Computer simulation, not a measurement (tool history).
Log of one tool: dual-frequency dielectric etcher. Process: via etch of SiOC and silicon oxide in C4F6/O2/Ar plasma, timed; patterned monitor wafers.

| run | day | source power (W) | bias power (W) | etch time (s) | mean etch depth across the wafer (Å) |
|---|---|---|---|---|---|
| 1 | 0.000 | 410 | 202 | 46.0 | 524.55 |
| 2 | 0.258 | 410 | 202 | 46.0 | 524.27 |
| 3 | 0.542 | 410 | 202 | 42.0 | 479.62 |
| 4 | 0.746 | 370 | 202 | 42.0 | 458.87 |
| 5 | 0.954 | 370 | 226 | 42.0 | 472.69 |
| 6 | 0.979 | 410 | 232 | 42.5 | 501.53 |
| 7 | 1.142 | 440 | 237 | 43.0 | 525.94 |
| 8 | 1.267 | 460 | 241 | 43.0 | 535.51 |

Run 9 comes next. What will it give?
| 9 | 1.492 | 480 | 245 | 43.5 | ? |

mean etch depth across the wafer (Å): 553.29
